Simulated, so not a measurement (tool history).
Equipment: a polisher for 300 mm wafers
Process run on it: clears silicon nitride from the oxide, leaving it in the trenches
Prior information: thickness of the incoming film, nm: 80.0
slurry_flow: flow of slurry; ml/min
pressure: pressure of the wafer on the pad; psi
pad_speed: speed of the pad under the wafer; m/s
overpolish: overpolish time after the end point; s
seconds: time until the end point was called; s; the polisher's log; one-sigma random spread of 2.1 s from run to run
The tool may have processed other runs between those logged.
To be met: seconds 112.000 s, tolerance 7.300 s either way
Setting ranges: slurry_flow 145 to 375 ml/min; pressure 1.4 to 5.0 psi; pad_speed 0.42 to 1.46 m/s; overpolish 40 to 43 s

run,hour,slurry_flow,pressure,pad_speed,overpolish,seconds
1,0.0,240,3.2,0.94,40,70.861
2,7.2,190,3.2,0.94,40,74.485
3,11.3,190,3.0,0.94,40,75.762
4,12.8,190,2.8,0.92,40,84.081
5,14.0,190,2.7,0.92,40,87.607
6,19.4,190,2.6,0.92,40,89.550
7,27.6,190,2.5,0.92,40,95.694
8,30.0,190,2.4,0.92,40,99.519

4 candidate next runs follow, results not yet known. Just one meets every target within its allowed miss. Identify it.
A,32.4,180,2.1,0.78,40,?
B,32.4,220,3.3,0.80,40,?
C,32.4,170,2.2,0.70,40,?
D,32.4,175,2.1,0.90,43,?

move,seconds
A,122.900
B,75.692
C,128.410
D,110.980
A: pushes the last run's worst result past its target
B: moves away from the targets compared with the last run
C: pushes the last run's worst result past its target
D: meets every target
So the answer is move D, the one that meets all the targets.

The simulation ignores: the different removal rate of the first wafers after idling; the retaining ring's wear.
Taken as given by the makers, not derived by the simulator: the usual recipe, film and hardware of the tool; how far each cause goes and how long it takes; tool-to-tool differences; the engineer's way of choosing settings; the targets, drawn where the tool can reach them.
